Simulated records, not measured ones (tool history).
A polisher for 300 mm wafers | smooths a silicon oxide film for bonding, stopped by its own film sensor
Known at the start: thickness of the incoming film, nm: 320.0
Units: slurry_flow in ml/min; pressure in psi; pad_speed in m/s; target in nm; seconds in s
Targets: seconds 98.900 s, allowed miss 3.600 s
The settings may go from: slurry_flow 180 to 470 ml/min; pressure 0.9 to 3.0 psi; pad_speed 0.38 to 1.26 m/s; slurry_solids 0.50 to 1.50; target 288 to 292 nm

run 1 hour=0.0 | slurry_flow=300 pressure=1.9 pad_speed=0.82 slurry_solids=1.00 target=288 | seconds=44.810
run 2 hour=6.7 | slurry_flow=300 pressure=1.9 pad_speed=0.82 slurry_solids=1.20 target=288 | seconds=40.598
run 3 hour=13.2 | slurry_flow=300 pressure=1.9 pad_speed=0.94 slurry_solids=1.20 target=288 | seconds=39.251
run 4 hour=14.2 | slurry_flow=295 pressure=1.7 pad_speed=0.84 slurry_solids=1.15 target=288 | seconds=46.551
run 5 hour=19.4 | slurry_flow=290 pressure=1.6 pad_speed=0.76 slurry_solids=1.10 target=288 | seconds=53.368
run 6 hour=26.6 | slurry_flow=290 pressure=1.5 pad_speed=0.70 slurry_solids=1.10 target=288 | seconds=58.786
run 7 hour=34.6 | slurry_flow=290 pressure=1.4 pad_speed=0.66 slurry_solids=1.10 target=288 | seconds=65.203
run 8 hour=40.6 | slurry_flow=290 pressure=1.3 pad_speed=0.64 slurry_solids=1.10 target=288 | seconds=70.563
run 9 hour=48.1 | slurry_flow=290 pressure=1.2 pad_speed=0.62 slurry_solids=1.10 target=288 | seconds=78.101
run 10 hour=54.5 | slurry_flow=290 pressure=1.1 pad_speed=0.62 slurry_solids=1.10 target=288 | seconds=81.945
run 11 hour=62.3 | slurry_flow=290 pressure=1.1 pad_speed=0.60 slurry_solids=1.10 target=288 | seconds=85.087
run 12 hour=62.9 | slurry_flow=290 pressure=1.0 pad_speed=0.58 slurry_solids=1.10 target=288 | seconds=94.224
run 13 hour=68.3 | slurry_flow=290 pressure=0.9 pad_speed=0.58 slurry_solids=1.10 target=288 | seconds=104.650
run 14 hour=75.3 | slurry_flow=290 pressure=1.0 pad_speed=0.58 slurry_solids=1.10 target=288 | seconds=94.706
run 15 hour=82.5 | slurry_flow=290 pressure=0.9 pad_speed=0.58 slurry_solids=1.10 target=288 | seconds=106.580
run 16 hour=86.1 | slurry_flow=290 pressure=1.0 pad_speed=0.58 slurry_solids=1.10 target=288 | seconds=93.784
run 17 hour=90.5 | slurry_flow=290 pressure=0.9 pad_speed=0.58 slurry_solids=1.10 target=288 | seconds=105.010
run 18 hour=98.1 | slurry_flow=290 pressure=1.0 pad_speed=0.58 slurry_solids=1.10 target=288 | seconds=95.612

Which of these 4 next moves meets every target?
run A hour=105.7 | slurry_flow=220 pressure=1.0 pad_speed=0.64 slurry_solids=1.00 target=288 | seconds=?
run B hour=105.7 | slurry_flow=225 pressure=1.0 pad_speed=0.56 slurry_solids=1.05 target=291 | seconds=?
run C hour=105.7 | slurry_flow=310 pressure=1.0 pad_speed=0.62 slurry_solids=1.05 target=289 | seconds=?
run D hour=105.7 | slurry_flow=375 pressure=1.0 pad_speed=0.64 slurry_solids=1.10 target=288 | seconds=?

move=A seconds=98.196
move=B seconds=92.143
move=C seconds=90.554
move=D seconds=88.569
A: meets every target
B: further off than the last run
C: further off than the last run
D: further off than the last run
Move A is the one to make.
